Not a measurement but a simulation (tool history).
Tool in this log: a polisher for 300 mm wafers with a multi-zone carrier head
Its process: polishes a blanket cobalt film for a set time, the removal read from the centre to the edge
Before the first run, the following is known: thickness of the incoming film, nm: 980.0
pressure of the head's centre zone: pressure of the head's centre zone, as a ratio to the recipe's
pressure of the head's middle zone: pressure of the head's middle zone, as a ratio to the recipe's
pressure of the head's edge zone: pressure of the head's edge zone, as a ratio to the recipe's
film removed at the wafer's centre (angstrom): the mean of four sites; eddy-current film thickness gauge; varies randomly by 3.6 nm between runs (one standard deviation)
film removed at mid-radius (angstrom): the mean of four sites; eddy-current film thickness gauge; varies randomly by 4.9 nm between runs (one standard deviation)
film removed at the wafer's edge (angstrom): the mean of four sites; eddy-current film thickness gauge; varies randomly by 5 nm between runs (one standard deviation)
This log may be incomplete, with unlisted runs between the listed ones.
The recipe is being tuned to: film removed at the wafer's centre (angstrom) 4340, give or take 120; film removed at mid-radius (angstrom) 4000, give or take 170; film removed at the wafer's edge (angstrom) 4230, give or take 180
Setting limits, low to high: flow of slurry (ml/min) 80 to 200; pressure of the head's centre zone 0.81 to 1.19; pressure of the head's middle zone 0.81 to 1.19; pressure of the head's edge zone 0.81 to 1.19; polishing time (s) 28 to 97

run  hour  flow of slurry (ml/min)  pressure of the head's centre zone  pressure of the head's middle zone  pressure of the head's edge zone  polishing time (s)  film removed at the wafer's centre (angstrom)  film removed at mid-radius (angstrom)  film removed at the wafer's edge (angstrom)
  1     0                      130                                   1                                   1                                 1                  62                                         3282.2                                 2901.4                                       2882.4
  2   4.1                      135                                0.99                                1.01                              1.06                  68                                         3572.2                                 3227.6                                       3365.5
  3   7.2                      150                                   1                                1.04                               1.1                  70                                         3764.7                                 3474.6                                       3511.1
  4  14.8                      150                                   1                                1.09                               1.1                  70                                         3821.3                                 3692.3                                       3542.8
     19.4  -- centre zone pressure recalibrated
  5  19.4                      150                                0.92                                1.09                               1.1                  70                                         3194.8                                   3646                                       3553.1
  6  26.2                      155                                0.95                                1.07                              1.13                  73                                         3494.3                                 3781.1                                       3793.3
  7  30.5                      160                                0.98                                1.06                              1.15                  75                                           3738                                 3830.7                                       3878.2
  8  34.7                      160                                   1                                1.05                              1.16                  77                                         3946.1                                   3935                                       3981.1

4 next moves are on the table. One of them brings every result within its allowed miss. Which?
  A  38.9                      155                                1.02                                0.85                              1.19                  89                                              ?                                      ?                                            ?
  B  38.9                      125                                1.07                                1.04                              1.16                  84                                              ?                                      ?                                            ?
  C  38.9                      170                                1.16                                1.15                               1.1                  72                                              ?                                      ?                                            ?
  D  38.9                      130                                1.08                                1.02                              1.15                  77                                              ?                                      ?                                            ?

move  film removed at the wafer's centre (angstrom)  film removed at mid-radius (angstrom)  film removed at the wafer's edge (angstrom)
   A                                         4576.7                                 3905.8                                       4667.1
   B                                         4299.7                                 4073.5                                       4195.1
   C                                         4304.7                                   4019                                       3663.5
   D                                         4021.6                                 3715.3                                       3855.6
A: carries the result that was furthest off beyond its target, to the other side
B: every result lands within tolerance
C: puts the biggest miss on target and leaves a different result outside tolerance
D: nearer the targets than the last run, but a result is still out of spec
Move B is the one to make.
